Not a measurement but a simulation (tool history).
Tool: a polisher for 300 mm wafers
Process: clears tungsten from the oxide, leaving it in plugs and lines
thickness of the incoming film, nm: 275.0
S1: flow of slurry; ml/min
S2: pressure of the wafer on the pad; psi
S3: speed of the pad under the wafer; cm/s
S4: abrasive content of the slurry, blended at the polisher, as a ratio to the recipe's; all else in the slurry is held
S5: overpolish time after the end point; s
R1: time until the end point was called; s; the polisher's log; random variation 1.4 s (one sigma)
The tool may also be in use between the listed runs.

run,day,S1,S2,S3,S4,S5,R1
1,0.000,160,2.5,94,1.0,11,85.038
2,0.154,160,2.5,94,1.0,11,85.960
3,0.479,155,2.1,90,1.0,11,102.490
4,0.762,155,2.1,90,1.0,11,103.520
5,1.033,155,2.1,90,1.0,11,101.760
6,1.258,155,2.1,90,0.9,11,106.100
7,1.408,130,1.4,82,0.9,11,170.330

The next listed run, before its measurement:
8,1.629,125,1.4,82,0.9,11,?

{"run 8": {"R1": 169.65}}
